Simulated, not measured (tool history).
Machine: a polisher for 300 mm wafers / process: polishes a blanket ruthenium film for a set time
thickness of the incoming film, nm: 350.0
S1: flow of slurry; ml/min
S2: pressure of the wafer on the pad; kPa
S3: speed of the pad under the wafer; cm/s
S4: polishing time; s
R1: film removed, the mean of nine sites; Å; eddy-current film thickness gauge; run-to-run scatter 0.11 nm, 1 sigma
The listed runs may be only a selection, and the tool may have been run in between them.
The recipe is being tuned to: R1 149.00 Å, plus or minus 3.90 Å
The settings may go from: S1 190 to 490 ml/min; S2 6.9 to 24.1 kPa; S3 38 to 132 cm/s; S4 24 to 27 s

| run | hour | S1 | S2 | S3 | S4 | R1 |
|---|---|---|---|---|---|---|
| 1 | 0.0 | 315 | 15.2 | 84 | 27 | 254.33 |
| 2 | 6.5 | 315 | 13.8 | 84 | 27 | 237.63 |
| 3 | 8.3 | 315 | 13.8 | 84 | 27 | 234.33 |
| 4 | 16.7 | 315 | 11.7 | 84 | 27 | 203.71 |
| 5 | 25.0 | 315 | 11.0 | 84 | 27 | 195.43 |
| 6 | 32.5 | 315 | 13.1 | 84 | 27 | 223.66 |
| 7 | 37.4 | 315 | 12.4 | 84 | 27 | 215.67 |
| 8 | 39.5 | 315 | 12.4 | 84 | 27 | 213.94 |
| 9 | 40.8 | 315 | 12.4 | 84 | 27 | 212.87 |
| 10 | 42.9 | 315 | 11.7 | 84 | 27 | 206.37 |
| 11 | 49.1 | 315 | 11.0 | 84 | 27 | 197.65 |
| 12 | 52.9 | 315 | 10.3 | 84 | 27 | 186.83 |
| 13 | 61.9 | 310 | 6.9 | 84 | 27 | 135.56 |
| 14 | 67.5 | 320 | 6.9 | 84 | 27 | 138.43 |
| 15 | 69.4 | 320 | 6.9 | 84 | 27 | 138.20 |

Next run, 5 choices. One meets every target within its allowed miss, the rest don't. Which?
| A | 71.3 | 330 | 7.6 | 88 | 26 | ? |
| B | 71.3 | 360 | 7.6 | 88 | 24 | ? |
| C | 71.3 | 315 | 7.6 | 74 | 27 | ? |
| D | 71.3 | 360 | 7.6 | 78 | 27 | ? |
| E | 71.3 | 290 | 6.9 | 78 | 26 | ? |

| move | R1 |
|---|---|
| A | 151.80 |
| B | 140.86 |
| C | 132.89 |
| D | 140.97 |
| E | 125.21 |
A: each result inside its tolerance
B: closer than the last run, but not yet in spec
C: lands further from the targets than the last run did
D: closer than the last run, but not yet in spec
E: lands further from the targets than the last run did
Move A is the one to make.

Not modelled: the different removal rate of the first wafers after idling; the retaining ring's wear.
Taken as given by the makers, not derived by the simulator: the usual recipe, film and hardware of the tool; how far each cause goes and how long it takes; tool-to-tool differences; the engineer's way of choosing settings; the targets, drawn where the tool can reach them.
